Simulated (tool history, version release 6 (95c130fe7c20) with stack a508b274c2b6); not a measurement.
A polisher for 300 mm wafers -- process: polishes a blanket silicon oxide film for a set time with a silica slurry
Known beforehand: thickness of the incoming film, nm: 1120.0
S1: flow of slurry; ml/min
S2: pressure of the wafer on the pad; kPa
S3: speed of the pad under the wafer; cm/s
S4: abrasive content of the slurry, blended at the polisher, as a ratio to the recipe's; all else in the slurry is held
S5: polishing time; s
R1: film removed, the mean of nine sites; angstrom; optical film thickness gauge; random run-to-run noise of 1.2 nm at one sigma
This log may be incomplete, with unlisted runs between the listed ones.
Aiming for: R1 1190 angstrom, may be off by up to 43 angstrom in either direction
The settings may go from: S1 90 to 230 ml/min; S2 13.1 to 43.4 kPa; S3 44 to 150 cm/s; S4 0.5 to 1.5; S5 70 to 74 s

run 1 hour=0 | S1=150 S2=28.3 S3=96 S4=1 S5=70 | R1=2026
run 2 hour=6.8 | S1=150 S2=25.5 S3=96 S4=1 S5=70 | R1=1862.9
run 3 hour=13.1 | S1=150 S2=22.8 S3=96 S4=1 S5=70 | R1=1635.2
run 4 hour=13.8 | S1=150 S2=22.8 S3=116 S4=1 S5=70 | R1=1901.4
run 5 hour=21.8 | S1=150 S2=22.8 S3=132 S4=1 S5=70 | R1=2118.1
run 6 hour=26.4 | S1=150 S2=20.7 S3=126 S4=1 S5=70 | R1=1838.1
run 7 hour=35.2 | S1=150 S2=19.3 S3=124 S4=1 S5=70 | R1=1707.7
run 8 hour=38.1 | S1=150 S2=17.9 S3=122 S4=1 S5=70 | R1=1576.7
run 9 hour=45 | S1=150 S2=17.2 S3=120 S4=1 S5=70 | R1=1496.6
run 10 hour=48.8 | S1=150 S2=16.5 S3=120 S4=1 S5=70 | R1=1443.9
run 11 hour=50.6 | S1=150 S2=15.9 S3=120 S4=1 S5=70 | R1=1372.4
run 12 hour=55.7 | S1=150 S2=15.9 S3=120 S4=1 S5=70 | R1=1374.7
run 13 hour=57.8 | S1=150 S2=15.2 S3=120 S4=1 S5=70 | R1=1345.4
run 14 hour=59.2 | S1=135 S2=13.1 S3=114 S4=1 S5=70 | R1=1082.4
run 15 hour=64.6 | S1=140 S2=13.1 S3=114 S4=1 S5=70 | R1=1100.4
run 16 hour=71.9 | S1=145 S2=13.1 S3=114 S4=1 S5=70 | R1=1107
run 17 hour=80.4 | S1=160 S2=15.2 S3=114 S4=1 S5=70 | R1=1271.2
run 18 hour=82.8 | S1=155 S2=15.2 S3=114 S4=1 S5=70 | R1=1250.5

4 candidate next runs follow, results not yet known. Just one meets every target within its allowed miss. Identify it.
run A hour=85.2 | S1=130 S2=15.2 S3=124 S4=0.95 S5=74 | R1=?
run B hour=85.2 | S1=165 S2=15.9 S3=120 S4=0.8 S5=73 | R1=?
run C hour=85.2 | S1=130 S2=17.2 S3=106 S4=0.85 S5=74 | R1=?
run D hour=85.2 | S1=120 S2=16.5 S3=128 S4=0.65 S5=74 | R1=?

move=A R1=1373.4
move=B R1=1310.8
move=C R1=1293.8
move=D R1=1191.4
A: further off than the last run
B: further off than the last run
C: further off than the last run
D: every result within its allowed miss
The right move is D.
